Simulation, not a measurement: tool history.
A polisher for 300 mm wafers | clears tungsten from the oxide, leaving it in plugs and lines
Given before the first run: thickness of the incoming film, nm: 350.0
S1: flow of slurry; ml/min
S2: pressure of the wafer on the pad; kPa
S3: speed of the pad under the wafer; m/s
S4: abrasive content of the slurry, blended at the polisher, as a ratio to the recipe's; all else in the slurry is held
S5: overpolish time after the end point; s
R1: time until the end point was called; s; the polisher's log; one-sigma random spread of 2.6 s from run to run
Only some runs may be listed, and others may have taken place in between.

run	day	S1	S2	S3	S4	S5	R1
1	0	255	20	0.94	1	22	96.709
2	0.071	255	19.3	0.94	1	22	95.694
3	0.254	285	19.3	0.94	1	22	95.804
4	0.429	285	19.3	1.12	1	22	80.402
5	0.754	285	17.9	1.1	1	22	88.009
6	0.829	285	16.5	1.08	1	22	97.707
7	0.958	285	15.9	1.08	1	22	101.71
8	1.017	285	15.2	1.08	1	22	109.15

What will run 9 give?
9	1.375	285	14.5	1.08	1	22	?

Run 9 came out at R1 109.8 s.
